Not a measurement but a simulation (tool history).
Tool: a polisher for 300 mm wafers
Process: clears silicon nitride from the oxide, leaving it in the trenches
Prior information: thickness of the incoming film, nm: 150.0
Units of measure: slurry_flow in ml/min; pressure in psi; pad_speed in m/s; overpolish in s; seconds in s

run    day  slurry_flow  pressure  pad_speed  overpolish  seconds
  1  0.000          170       3.2       0.98          41   150.55
  2  0.108          170       3.1       0.98          41   151.69
  3  0.188          190       3.1       0.98          41   150.14
  4  0.521          190       3.0       0.98          41   152.17
  5  0.808          185       2.9       0.98          41   156.05
  6  0.867          185       2.8       0.98          41   157.35
  7  1.229          185       2.7       0.98          41   160.97

Run 8 comes next. What will it give?
  8  1.271          185       2.6       0.98          41        ?

seconds: 168.10 s

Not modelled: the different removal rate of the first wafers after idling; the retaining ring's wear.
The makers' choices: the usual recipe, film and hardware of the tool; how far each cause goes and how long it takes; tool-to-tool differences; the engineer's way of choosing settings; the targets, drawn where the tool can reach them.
